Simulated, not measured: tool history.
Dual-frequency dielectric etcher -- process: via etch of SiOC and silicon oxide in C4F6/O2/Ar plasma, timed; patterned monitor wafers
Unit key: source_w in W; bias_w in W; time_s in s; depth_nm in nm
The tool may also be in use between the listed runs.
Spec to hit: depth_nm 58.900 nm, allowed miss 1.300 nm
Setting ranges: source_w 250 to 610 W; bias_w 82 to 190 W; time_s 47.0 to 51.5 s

run,day,source_w,bias_w,time_s,depth_nm
1,0.000,430,136,51.5,52.455
2,0.108,430,114,51.5,49.918
3,0.267,390,114,51.5,47.541
4,0.325,320,114,51.5,42.804
5,0.425,370,116,51.5,46.493
6,0.512,370,116,51.5,46.734
7,0.675,370,116,51.5,46.276
8,0.846,410,118,51.5,49.189
9,1.012,440,119,51.5,50.855
10,1.242,460,120,51.5,52.894
11,1.600,480,121,51.5,54.440

Of the 4 settings listed for the next run, only one would bring every result within its allowed miss of target. Which one?
A,1.958,480,130,51.5,?
B,1.958,530,137,51.5,?
C,1.958,530,121,51.5,?
D,1.958,530,128,51.0,?

move,depth_nm
A,54.836
B,58.414
C,56.613
D,56.854
A: nearer than the last run, and not there yet
B: all results in spec
C: nearer than the last run, and not there yet
D: nearer than the last run, and not there yet
B meets every target.

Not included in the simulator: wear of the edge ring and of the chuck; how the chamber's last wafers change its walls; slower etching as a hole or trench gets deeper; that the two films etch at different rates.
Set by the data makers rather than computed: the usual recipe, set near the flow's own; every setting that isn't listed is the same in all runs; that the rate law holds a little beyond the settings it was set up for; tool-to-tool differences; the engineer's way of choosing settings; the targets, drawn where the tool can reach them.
